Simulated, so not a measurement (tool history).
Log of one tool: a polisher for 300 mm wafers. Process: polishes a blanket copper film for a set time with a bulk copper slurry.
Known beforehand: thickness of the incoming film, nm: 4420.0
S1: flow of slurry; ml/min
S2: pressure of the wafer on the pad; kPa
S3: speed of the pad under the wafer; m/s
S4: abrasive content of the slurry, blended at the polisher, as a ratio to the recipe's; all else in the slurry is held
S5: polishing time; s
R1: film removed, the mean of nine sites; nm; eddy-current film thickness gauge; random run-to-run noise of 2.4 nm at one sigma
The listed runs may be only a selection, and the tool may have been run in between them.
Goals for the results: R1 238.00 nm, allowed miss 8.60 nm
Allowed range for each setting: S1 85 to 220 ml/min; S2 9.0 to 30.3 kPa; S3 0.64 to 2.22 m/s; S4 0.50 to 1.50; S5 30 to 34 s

run    day   S1    S2    S3    S4  S5      R1
  1  0.000  140  19.3  1.42  1.00  34  408.72
  2  0.346  140  19.3  1.42  1.00  34  405.93
  3  0.508  140  19.3  1.42  1.00  30  362.99
  4  0.788  140  19.3  1.42  1.00  34  408.56
  5  0.938  140  22.8  1.42  1.00  34  483.17
  6  1.042  105  22.8  1.42  1.00  34  447.79
  7  1.142  105  20.0  1.42  1.00  34  398.18
  8  1.267  105  20.0  1.42  1.00  34  399.10
  9  1.454  105  17.9  1.42  1.00  34  357.64
 10  1.512  105  16.5  1.42  1.00  34  331.09
 11  1.671  105  15.2  1.42  1.00  34  307.04
 12  1.850  105  14.5  1.42  1.00  34  285.75
 13  2.129  105  13.8  1.42  1.00  34  275.75
 14  2.483  105  13.1  1.42  1.00  34  264.40
 15  2.692  100  12.4  1.42  1.00  34  248.74

Which one of the following 4 next-run settings gets every result inside its allowed miss? There is exactly one.
  A  2.900  120  13.1  1.58  1.05  30   ?
  B  2.900  105  10.3  1.54  1.15  34   ?
  C  2.900  115   9.7  1.88  1.10  33   ?
  D  2.900  105  13.1  1.46  0.80  34   ?

move      R1
   A  267.99
   B  234.40
   C  258.04
   D  255.51
A: the biggest miss grows against the last run
B: each result inside its tolerance
C: the biggest miss grows against the last run
D: the biggest miss grows against the last run
So the answer is move B, the one that meets all the targets.
